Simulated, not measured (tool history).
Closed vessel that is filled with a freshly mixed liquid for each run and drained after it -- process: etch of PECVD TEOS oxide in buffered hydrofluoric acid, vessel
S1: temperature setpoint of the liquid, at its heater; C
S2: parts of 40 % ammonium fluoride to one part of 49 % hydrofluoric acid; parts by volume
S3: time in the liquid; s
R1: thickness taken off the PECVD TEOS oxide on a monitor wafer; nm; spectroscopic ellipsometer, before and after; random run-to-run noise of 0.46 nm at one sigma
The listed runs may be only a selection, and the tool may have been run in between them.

{"run": 1, "day": 0.0, "S1": 21, "S2": 24, "S3": 85, "R1": 69.736}
{"run": 2, "day": 0.062, "S1": 21, "S2": 21, "S3": 85, "R1": 76.219}
{"run": 3, "day": 0.412, "S1": 23, "S2": 21, "S3": 85, "R1": 85.276}
{"run": 4, "day": 0.75, "S1": 20, "S2": 21, "S3": 85, "R1": 72.428}
{"run": 5, "day": 1.021, "S1": 20, "S2": 21, "S3": 85, "R1": 71.782}
{"run": 6, "day": 1.396, "S1": 20, "S2": 21, "S3": 90, "R1": 76.757}
{"run": 7, "day": 1.746, "S1": 21, "S2": 21, "S3": 90, "R1": 81.098}
{"run": 8, "day": 2.038, "S1": 22, "S2": 21, "S3": 90, "R1": 85.286}

Expected results for the next run?
{"run": 9, "day": 2.254, "S1": 22.5, "S2": 21, "S3": 90, "R1": "?"}

{"run 9": {"R1": 87.75}}
